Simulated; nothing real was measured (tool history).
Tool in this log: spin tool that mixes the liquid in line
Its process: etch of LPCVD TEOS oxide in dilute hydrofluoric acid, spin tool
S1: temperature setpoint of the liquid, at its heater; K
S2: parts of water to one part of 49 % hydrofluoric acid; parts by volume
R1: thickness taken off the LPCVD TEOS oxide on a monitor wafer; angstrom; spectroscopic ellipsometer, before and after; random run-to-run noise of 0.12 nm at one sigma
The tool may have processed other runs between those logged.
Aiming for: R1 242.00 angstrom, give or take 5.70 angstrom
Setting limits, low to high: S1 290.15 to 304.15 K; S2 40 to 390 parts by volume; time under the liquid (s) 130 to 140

Run 1, hour 0.0: S1 296.15 K, S2 215 parts by volume, time under the liquid (s) 130. Result: R1 90.89 angstrom.
Run 2, hour 4.4: S1 298.65 K, S2 180 parts by volume, time under the liquid (s) 130. Result: R1 124.64 angstrom.
Run 3, hour 10.7: S1 301.65 K, S2 180 parts by volume, time under the liquid (s) 130. Result: R1 138.45 angstrom.
Run 4, hour 15.0: S1 303.65 K, S2 180 parts by volume, time under the liquid (s) 130. Result: R1 148.45 angstrom.
Run 5, hour 20.0: S1 303.65 K, S2 155 parts by volume, time under the liquid (s) 130. Result: R1 178.87 angstrom.
Run 6, hour 22.1: S1 300.65 K, S2 155 parts by volume, time under the liquid (s) 130. Result: R1 160.65 angstrom.
Run 7, hour 28.8: S1 301.65 K, S2 140 parts by volume, time under the liquid (s) 130. Result: R1 187.09 angstrom.
Run 8, hour 37.1: S1 302.15 K, S2 135 parts by volume, time under the liquid (s) 130. Result: R1 198.91 angstrom.
Run 9, hour 43.6: S1 302.65 K, S2 130 parts by volume, time under the liquid (s) 130. Result: R1 211.60 angstrom.
Run 10, hour 47.8: S1 303.15 K, S2 125 parts by volume, time under the liquid (s) 130. Result: R1 225.92 angstrom.

Below are 5 possible settings for the next run. Only one of them brings all results inside the allowed miss of their targets. Which is it?
Run A, hour 52.0: S1 297.65 K, S2 110 parts by volume, time under the liquid (s) 135. Result: R1 ?.
Run B, hour 52.0: S1 299.65 K, S2 125 parts by volume, time under the liquid (s) 135. Result: R1 ?.
Run C, hour 52.0: S1 303.15 K, S2 125 parts by volume, time under the liquid (s) 140. Result: R1 ?.
Run D, hour 52.0: S1 302.15 K, S2 145 parts by volume, time under the liquid (s) 140. Result: R1 ?.
Run E, hour 52.0: S1 303.65 K, S2 125 parts by volume, time under the liquid (s) 130. Result: R1 ?.

move      R1
   A  223.14
   B  208.20
   C  246.06
   D  199.16
   E  232.70
A: its largest miss is bigger than the last run's
B: its largest miss is bigger than the last run's
C: hits every target within its allowed miss
D: its largest miss is bigger than the last run's
E: better than the last run, though not everything is in spec
The move that meets every target is C.

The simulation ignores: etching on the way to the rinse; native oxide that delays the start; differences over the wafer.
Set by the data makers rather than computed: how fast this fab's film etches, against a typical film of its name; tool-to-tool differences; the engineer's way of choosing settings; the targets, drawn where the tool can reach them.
